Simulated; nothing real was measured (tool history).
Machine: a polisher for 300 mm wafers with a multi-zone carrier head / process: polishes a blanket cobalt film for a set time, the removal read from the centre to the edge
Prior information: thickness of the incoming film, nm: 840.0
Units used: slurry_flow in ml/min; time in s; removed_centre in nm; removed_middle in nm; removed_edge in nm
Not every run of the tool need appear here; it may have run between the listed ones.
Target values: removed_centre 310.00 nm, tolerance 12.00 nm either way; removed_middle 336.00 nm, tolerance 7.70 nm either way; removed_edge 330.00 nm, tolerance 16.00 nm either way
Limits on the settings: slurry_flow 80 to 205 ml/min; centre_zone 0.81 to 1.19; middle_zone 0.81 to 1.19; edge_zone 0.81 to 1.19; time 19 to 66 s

run    day  slurry_flow  centre_zone  middle_zone  edge_zone  time  removed_centre  removed_middle  removed_edge
  1  0.000          135         1.00         1.00       1.00    42          263.75          250.82        283.49
  2  0.317          145         1.00         1.03       1.01    42          266.06          261.86        278.43
  3  0.575          145         1.00         0.99       1.01    42          263.58          255.99        282.52
  4  0.908          150         1.00         1.01       1.02    43          273.79          263.72        285.76
     1.271  -- edge zone pressure recalibrated
  5  1.271          145         1.00         1.03       1.02    44          273.17          276.39        288.87
  6  1.600          145         1.00         1.03       1.02    45          284.18          278.59        296.60
  7  1.688          145         1.00         1.03       1.02    45          284.52          281.80        291.48
  8  1.804          145         0.99         1.03       1.02    46          289.66          289.08        308.92
  9  1.858          150         0.98         1.04       1.02    46          285.81          291.25        307.30
 10  1.888          155         0.98         1.05       1.02    46          296.85          292.65        302.58
 11  2.242          155         0.97         1.06       1.03    47          291.23          302.31        303.87
 12  2.296          155         0.97         1.06       1.03    48          300.09          309.87        314.87
 13  2.438          160         0.95         1.08       1.05    49          300.12          325.91        323.99
 14  2.754          165         0.95         1.08       1.06    49          305.73          326.34        321.87

Which one of the following 5 next-run settings gets every result inside its allowed miss? There is exactly one.
  A  3.071          180         0.98         1.02       1.02    48               ?               ?             ?
  B  3.071          170         0.97         1.12       1.07    49               ?               ?             ?
  C  3.071          170         0.93         1.10       1.04    47               ?               ?             ?
  D  3.071          145         0.98         1.02       1.05    50               ?               ?             ?
  E  3.071          165         0.97         1.03       1.06    50               ?               ?             ?

move  removed_centre  removed_middle  removed_edge
   A          310.76          307.71        320.32
   B          312.08          337.60        329.96
   C          289.18          318.92        313.57
   D          312.82          310.97        329.61
   E          316.77          319.41        335.03
A: its largest miss is bigger than the last run's
B: every result within its allowed miss
C: its largest miss is bigger than the last run's
D: its largest miss is bigger than the last run's
E: its largest miss is bigger than the last run's
Correct choice: B, which meets every target
